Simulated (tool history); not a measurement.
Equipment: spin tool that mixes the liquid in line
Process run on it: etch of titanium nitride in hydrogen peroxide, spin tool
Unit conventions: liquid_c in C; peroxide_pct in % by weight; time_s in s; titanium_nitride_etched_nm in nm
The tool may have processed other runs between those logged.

run  hour  liquid_c  peroxide_pct  time_s  titanium_nitride_etched_nm
  1     0        42            17      85                      4.1397
  2   2.9      40.5            17      85                      3.7054
  3   7.1        36            17      85                      2.5891
  4  12.9      35.5            17      85                      2.4943
  5  15.9        35            17      85                      2.4035
  6  24.9      34.5            17      85                      2.2886
  7  29.7        34            17      85                      2.1773
  8  35.8        33            17      85                      2.0179

Forecast run 9:
  9  36.9      32.5            17      85                           ?

{"run 9": {"titanium_nitride_etched_nm": 1.9757}}

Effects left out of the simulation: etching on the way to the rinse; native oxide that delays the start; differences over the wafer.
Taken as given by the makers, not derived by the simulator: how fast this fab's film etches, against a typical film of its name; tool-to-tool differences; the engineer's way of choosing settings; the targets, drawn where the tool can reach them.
